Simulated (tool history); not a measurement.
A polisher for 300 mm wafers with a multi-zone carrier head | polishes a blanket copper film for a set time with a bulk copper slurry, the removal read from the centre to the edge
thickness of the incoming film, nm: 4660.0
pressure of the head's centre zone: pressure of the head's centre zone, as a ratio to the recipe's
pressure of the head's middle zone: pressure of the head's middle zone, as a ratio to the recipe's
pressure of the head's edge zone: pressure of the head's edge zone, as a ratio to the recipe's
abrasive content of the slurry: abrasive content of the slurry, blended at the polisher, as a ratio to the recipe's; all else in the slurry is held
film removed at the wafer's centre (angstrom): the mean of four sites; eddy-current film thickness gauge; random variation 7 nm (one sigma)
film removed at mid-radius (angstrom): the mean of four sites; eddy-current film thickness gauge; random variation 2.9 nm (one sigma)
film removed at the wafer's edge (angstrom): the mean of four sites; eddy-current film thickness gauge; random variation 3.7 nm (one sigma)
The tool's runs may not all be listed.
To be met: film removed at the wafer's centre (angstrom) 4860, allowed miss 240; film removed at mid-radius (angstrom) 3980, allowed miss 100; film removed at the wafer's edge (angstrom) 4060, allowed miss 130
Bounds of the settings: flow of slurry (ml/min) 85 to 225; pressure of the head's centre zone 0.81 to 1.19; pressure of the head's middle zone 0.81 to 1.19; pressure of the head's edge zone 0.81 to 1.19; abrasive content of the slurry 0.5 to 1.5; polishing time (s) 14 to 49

run,hour,flow of slurry (ml/min),pressure of the head's centre zone,pressure of the head's middle zone,pressure of the head's edge zone,abrasive content of the slurry,polishing time (s),film removed at the wafer's centre (angstrom),film removed at mid-radius (angstrom),film removed at the wafer's edge (angstrom)
1,0,145,1,1,1,1,31,2865.2,2853.9,2854
2,5.2,145,1,1,1,0.85,31,2688.9,2739.9,2769
3,10.9,145,1,1,1,0.85,36,3315.8,3215.7,3200.9
4,18,160,1.04,1.01,1.05,0.95,36,3530.3,3336.5,3393.3
5,18.6,160,1.04,1.01,1.05,1.15,36,3686.3,3410.1,3605.4
6,21.1,170,1.08,1.03,1.05,1.25,36,3882,3616.5,3610.4
7,23.5,180,1.11,1.02,1.06,1.3,36,3982.9,3601.2,3633.6
8,24.6,185,1.13,1.01,1.06,1.35,37,4348.5,3726.9,3822.4
9,29.4,190,1.15,1.01,1.07,1.4,37,4462.3,3748.7,3878.2
10,35.1,195,1.16,1.02,1.08,1.45,37,4352.3,3834.5,3906.5
# hour 36.7: worn pad replaced by a new one
11,36.7,195,1.16,1.02,1.08,1.45,37,4952,4159.6,4296.3
12,41,190,1.17,1.02,1.07,1.45,37,4897.6,4127,4262.3
13,43.6,195,1.17,1.01,1.06,1.45,37,4853.6,4124.9,4181.6

5 next moves are on the table. One of them brings every result within its allowed miss. Which?
A,46.2,155,1.19,0.95,1.12,1.2,39,?,?,?
B,46.2,195,1.14,0.92,1.12,1.4,38,?,?,?
C,46.2,185,1.1,1.04,1.09,1.35,38,?,?,?
D,46.2,200,1.19,0.98,1.04,1.4,36,?,?,?
E,46.2,170,1.09,0.98,0.98,1.35,40,?,?,?

move,film removed at the wafer's centre (angstrom),film removed at mid-radius (angstrom),film removed at the wafer's edge (angstrom)
A,4856.6,3943.8,4281.3
B,4871.9,4025.1,4416
C,4629,4308.7,4295.2
D,4841.8,3992.4,4040
E,4748,4293.5,4248.2
A: brings the result that was furthest off to its target, and leaves another outside
B: brings the result that was furthest off to its target, and leaves another outside
C: further off than the last run
D: meets every target
E: further off than the last run
Move D is the one to make.

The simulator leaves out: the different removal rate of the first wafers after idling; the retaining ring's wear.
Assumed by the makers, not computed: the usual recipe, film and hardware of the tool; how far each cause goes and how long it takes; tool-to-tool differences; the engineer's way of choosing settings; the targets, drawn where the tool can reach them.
